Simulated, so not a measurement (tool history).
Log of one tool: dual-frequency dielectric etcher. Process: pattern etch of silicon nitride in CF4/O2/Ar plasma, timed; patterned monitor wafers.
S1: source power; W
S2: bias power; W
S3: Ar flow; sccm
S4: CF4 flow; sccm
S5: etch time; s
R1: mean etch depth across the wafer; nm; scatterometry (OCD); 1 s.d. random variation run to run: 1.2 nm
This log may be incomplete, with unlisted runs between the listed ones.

run 1 hour=0 | S1=720 S2=62 S3=106 S4=131 S5=126 | R1=336.82
run 2 hour=4.7 | S1=680 S2=62 S3=106 S4=131 S5=126 | R1=320.79
run 3 hour=9.1 | S1=680 S2=62 S3=106 S4=131 S5=126 | R1=322.45
run 4 hour=14.6 | S1=680 S2=51 S3=106 S4=131 S5=126 | R1=301.68
run 5 hour=22.1 | S1=680 S2=51 S3=106 S4=131 S5=131 | R1=314.65
run 6 hour=23.4 | S1=650 S2=51 S3=106 S4=131 S5=131 | R1=304.54
run 7 hour=32 | S1=650 S2=51 S3=106 S4=131 S5=131 | R1=305.61
run 8 hour=36.2 | S1=620 S2=51 S3=106 S4=131 S5=131 | R1=292.84
run 9 hour=42.7 | S1=600 S2=51 S3=106 S4=131 S5=131 | R1=284.84

Run 10, settings as shown, results not yet in. Your forecast:
run 10 hour=51.4 | S1=590 S2=51 S3=106 S4=131 S5=131 | R1=?

{"run 10": {"R1": 282.21}}
